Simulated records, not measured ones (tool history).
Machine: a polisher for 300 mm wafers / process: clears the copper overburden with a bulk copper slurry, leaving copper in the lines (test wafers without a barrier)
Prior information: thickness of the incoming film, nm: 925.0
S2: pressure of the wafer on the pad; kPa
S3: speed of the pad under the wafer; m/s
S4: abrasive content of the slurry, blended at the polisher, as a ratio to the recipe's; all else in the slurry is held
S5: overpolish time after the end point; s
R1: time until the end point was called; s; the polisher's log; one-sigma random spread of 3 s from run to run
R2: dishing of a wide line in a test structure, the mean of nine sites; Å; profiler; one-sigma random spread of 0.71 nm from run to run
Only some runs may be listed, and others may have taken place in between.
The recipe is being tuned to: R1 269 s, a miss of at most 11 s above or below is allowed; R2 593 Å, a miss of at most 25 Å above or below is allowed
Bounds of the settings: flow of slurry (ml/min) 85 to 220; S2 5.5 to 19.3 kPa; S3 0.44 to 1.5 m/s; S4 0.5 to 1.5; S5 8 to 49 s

{"run": 1, "hour": 0.0, "flow of slurry (ml/min)": 140, "S2": 12.4, "S3": 0.96, "S4": 1, "S5": 25, "R1": 210.11, "R2": 678.94}
{"run": 2, "hour": 4.0, "flow of slurry (ml/min)": 140, "S2": 12.4, "S3": 0.96, "S4": 1.2, "S5": 25, "R1": 207.87, "R2": 682.48}
{"run": 3, "hour": 5.2, "flow of slurry (ml/min)": 155, "S2": 12.4, "S3": 0.96, "S4": 1.2, "S5": 25, "R1": 204.96, "R2": 704.77}
{"run": 4, "hour": 13.7, "flow of slurry (ml/min)": 155, "S2": 12.4, "S3": 0.96, "S4": 1.2, "S5": 18, "R1": 203.8, "R2": 555.87}
{"run": 5, "hour": 21.0, "flow of slurry (ml/min)": 155, "S2": 11.7, "S3": 0.96, "S4": 1.2, "S5": 19, "R1": 211.83, "R2": 562.89}
{"run": 6, "hour": 29.4, "flow of slurry (ml/min)": 155, "S2": 11.7, "S3": 0.96, "S4": 1.2, "S5": 14, "R1": 212.86, "R2": 437.89}
{"run": 7, "hour": 30.4, "flow of slurry (ml/min)": 155, "S2": 11.7, "S3": 0.94, "S4": 1.2, "S5": 16, "R1": 220.29, "R2": 477.5}
{"run": 8, "hour": 38.4, "flow of slurry (ml/min)": 155, "S2": 11.7, "S3": 0.94, "S4": 1.2, "S5": 17, "R1": 219.21, "R2": 500.53}

Which of these 5 next moves meets every target?
{"run": "A", "hour": 46.4, "flow of slurry (ml/min)": 120, "S2": 11, "S3": 0.7, "S4": 1.1, "S5": 29, "R1": "?", "R2": "?"}
{"run": "B", "hour": 46.4, "flow of slurry (ml/min)": 140, "S2": 15.2, "S3": 0.6, "S4": 1.2, "S5": 30, "R1": "?", "R2": "?"}
{"run": "C", "hour": 46.4, "flow of slurry (ml/min)": 155, "S2": 13.1, "S3": 0.66, "S4": 1.3, "S5": 26, "R1": "?", "R2": "?"}
{"run": "D", "hour": 46.4, "flow of slurry (ml/min)": 160, "S2": 12.4, "S3": 0.82, "S4": 1.05, "S5": 27, "R1": "?", "R2": "?"}
{"run": "E", "hour": 46.4, "flow of slurry (ml/min)": 210, "S2": 17.9, "S3": 0.58, "S4": 1.4, "S5": 21, "R1": "?", "R2": "?"}

move=A R1=331.88 R2=553.18
move=B R1=270.36 R2=685.44
move=C R1=275.74 R2=598.06
move=D R1=245.19 R2=662.52
move=E R1=217.23 R2=632
A: takes the biggest miss from the last run beyond its target
B: brings the last run's worst result on target, with another outside its allowed miss
C: hits every target within its allowed miss
D: an improvement on the last run, though not all results are within tolerance
E: about as far from the targets as the last run
The right move is C.
